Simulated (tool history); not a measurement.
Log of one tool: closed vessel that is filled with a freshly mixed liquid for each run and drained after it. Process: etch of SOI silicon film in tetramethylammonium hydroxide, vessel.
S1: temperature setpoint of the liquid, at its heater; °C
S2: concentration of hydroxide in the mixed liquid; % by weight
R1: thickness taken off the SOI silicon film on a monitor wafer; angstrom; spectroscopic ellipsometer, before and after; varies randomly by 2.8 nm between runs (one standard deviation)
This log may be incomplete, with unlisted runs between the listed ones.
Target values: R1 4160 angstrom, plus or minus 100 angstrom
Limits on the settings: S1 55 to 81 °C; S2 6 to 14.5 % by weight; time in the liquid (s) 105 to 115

run 1 hour=0 | S1=68 S2=9.5 time_in_the_liquid_(s)=105 | R1=6544.6
run 2 hour=8.1 | S1=68 S2=9.5 time_in_the_liquid_(s)=105 | R1=6594.2
run 3 hour=15.2 | S1=68 S2=9.5 time_in_the_liquid_(s)=115 | R1=7149.4
run 4 hour=21.5 | S1=68 S2=9.5 time_in_the_liquid_(s)=115 | R1=7127.9
run 5 hour=30 | S1=71 S2=9.5 time_in_the_liquid_(s)=115 | R1=8471.4
run 6 hour=32.5 | S1=67.5 S2=9.5 time_in_the_liquid_(s)=115 | R1=6904.8
run 7 hour=35.5 | S1=65.5 S2=9.5 time_in_the_liquid_(s)=115 | R1=6128.2
run 8 hour=41 | S1=64 S2=9.5 time_in_the_liquid_(s)=115 | R1=5573.8
run 9 hour=50 | S1=58.5 S2=9.5 time_in_the_liquid_(s)=115 | R1=3911.8
-- hour=50.9 thermometer replaced
run 10 hour=50.9 | S1=59 S2=9.5 time_in_the_liquid_(s)=115 | R1=4412.2
run 11 hour=56.8 | S1=58.5 S2=9.5 time_in_the_liquid_(s)=115 | R1=4289.7

Pick the move, out of 4, that brings all results within their allowed miss; only one does.
run A hour=62.7 | S1=59.5 S2=11 time_in_the_liquid_(s)=105 | R1=?
run B hour=62.7 | S1=56.5 S2=8.5 time_in_the_liquid_(s)=115 | R1=?
run C hour=62.7 | S1=60.5 S2=11 time_in_the_liquid_(s)=105 | R1=?
run D hour=62.7 | S1=58.5 S2=9 time_in_the_liquid_(s)=115 | R1=?

move=A R1=3947.9
move=B R1=3924.2
move=C R1=4202.5
move=D R1=4368.9
A: the result that was furthest off in the last run now lies on the other side of its target
B: the result that was furthest off in the last run now lies on the other side of its target
C: all results in spec
D: the biggest miss grows against the last run
C is the move that brings every result within its allowed miss.
